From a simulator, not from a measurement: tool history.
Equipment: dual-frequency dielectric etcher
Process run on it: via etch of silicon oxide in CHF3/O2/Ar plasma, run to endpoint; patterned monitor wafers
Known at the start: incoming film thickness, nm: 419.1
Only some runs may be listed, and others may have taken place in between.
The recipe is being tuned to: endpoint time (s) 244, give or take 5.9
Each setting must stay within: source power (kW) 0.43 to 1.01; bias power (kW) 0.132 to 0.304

Run 1, hour 0: source power (kW) 0.72, bias power (kW) 0.218. Result: endpoint time (s) 191.14.
Run 2, hour 4: source power (kW) 0.64, bias power (kW) 0.218. Result: endpoint time (s) 204.48.
Run 3, hour 9.6: source power (kW) 0.6, bias power (kW) 0.218. Result: endpoint time (s) 213.38.
Run 4, hour 18.3: source power (kW) 0.58, bias power (kW) 0.217. Result: endpoint time (s) 220.94.
Run 5, hour 20.4: source power (kW) 0.58, bias power (kW) 0.202. Result: endpoint time (s) 223.79.
Run 6, hour 21.5: source power (kW) 0.57, bias power (kW) 0.201. Result: endpoint time (s) 230.22.
Run 7, hour 27.4: source power (kW) 0.56, bias power (kW) 0.201. Result: endpoint time (s) 232.06.
Run 8, hour 32: source power (kW) 0.56, bias power (kW) 0.201. Result: endpoint time (s) 230.13.
Run 9, hour 36.9: source power (kW) 0.55, bias power (kW) 0.201. Result: endpoint time (s) 234.22.
Run 10, hour 37.9: source power (kW) 0.54, bias power (kW) 0.201. Result: endpoint time (s) 234.88.

Consider the 5 candidate settings below. Which is the only one whose results all fall within their allowed miss of target?
Run A, hour 38.9: source power (kW) 0.56, bias power (kW) 0.214. Result: endpoint time (s) ?.
Run B, hour 38.9: source power (kW) 0.56, bias power (kW) 0.198. Result: endpoint time (s) ?.
Run C, hour 38.9: source power (kW) 0.54, bias power (kW) 0.215. Result: endpoint time (s) ?.
Run D, hour 38.9: source power (kW) 0.53, bias power (kW) 0.194. Result: endpoint time (s) ?.
Run E, hour 38.9: source power (kW) 0.59, bias power (kW) 0.188. Result: endpoint time (s) ?.

move  endpoint time (s)
   A             224.18
   B             232.07
   C             229.09
   D             242.87
   E              229.7
A: further off than the last run
B: further off than the last run
C: further off than the last run
D: in spec on every target
E: further off than the last run
D meets every target.

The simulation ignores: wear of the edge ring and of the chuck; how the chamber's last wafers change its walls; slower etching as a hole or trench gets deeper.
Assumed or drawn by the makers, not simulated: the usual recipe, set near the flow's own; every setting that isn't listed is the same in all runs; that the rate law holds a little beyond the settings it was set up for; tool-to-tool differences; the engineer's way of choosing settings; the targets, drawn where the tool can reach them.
